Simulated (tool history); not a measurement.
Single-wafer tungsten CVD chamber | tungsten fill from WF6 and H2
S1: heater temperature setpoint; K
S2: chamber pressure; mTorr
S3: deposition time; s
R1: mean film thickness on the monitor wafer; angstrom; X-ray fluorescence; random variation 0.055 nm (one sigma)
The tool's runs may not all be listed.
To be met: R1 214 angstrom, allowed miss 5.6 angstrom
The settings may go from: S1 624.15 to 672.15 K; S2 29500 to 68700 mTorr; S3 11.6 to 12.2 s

| run | hour | S1 | S2 | S3 | R1 |
|---|---|---|---|---|---|
| 1 | 0 | 648.15 | 49100 | 12.2 | 304.63 |
| 2 | 5.9 | 657.15 | 49100 | 12.2 | 375.2 |
| 3 | 7.1 | 657.15 | 49100 | 12.2 | 372.68 |
| 4 | 10.5 | 651.15 | 48700 | 12.2 | 323.35 |
| 5 | 18 | 646.15 | 48400 | 12.2 | 287.74 |
| 6 | 18.8 | 646.15 | 48400 | 12.2 | 286.08 |
| 7 | 20.3 | 643.15 | 48200 | 12.2 | 266.14 |
| 8 | 26.2 | 641.15 | 48100 | 12.2 | 253.14 |
| 9 | 28.9 | 639.15 | 48000 | 12.2 | 241.53 |
| 10 | 36.9 | 638.15 | 47900 | 12.2 | 235.15 |
| 11 | 39.4 | 637.15 | 47800 | 12.2 | 229.05 |
| 12 | 44.6 | 636.15 | 47800 | 12.2 | 223.41 |

5 next moves are on the table. One of them brings every result within its allowed miss. Which?
| A | 49.8 | 639.15 | 48500 | 12.1 | ? |
| B | 49.8 | 638.15 | 49600 | 12.1 | ? |
| C | 49.8 | 638.15 | 46600 | 12.1 | ? |
| D | 49.8 | 637.15 | 44600 | 11.7 | ? |
| E | 49.8 | 632.15 | 60800 | 12.2 | ? |

| move | R1 |
|---|---|
| A | 239.1 |
| B | 235.79 |
| C | 228.82 |
| D | 211.28 |
| E | 224.94 |
A: further off than the last run
B: further off than the last run
C: further off than the last run
D: meets every target
E: further off than the last run
Move D is the one to make.

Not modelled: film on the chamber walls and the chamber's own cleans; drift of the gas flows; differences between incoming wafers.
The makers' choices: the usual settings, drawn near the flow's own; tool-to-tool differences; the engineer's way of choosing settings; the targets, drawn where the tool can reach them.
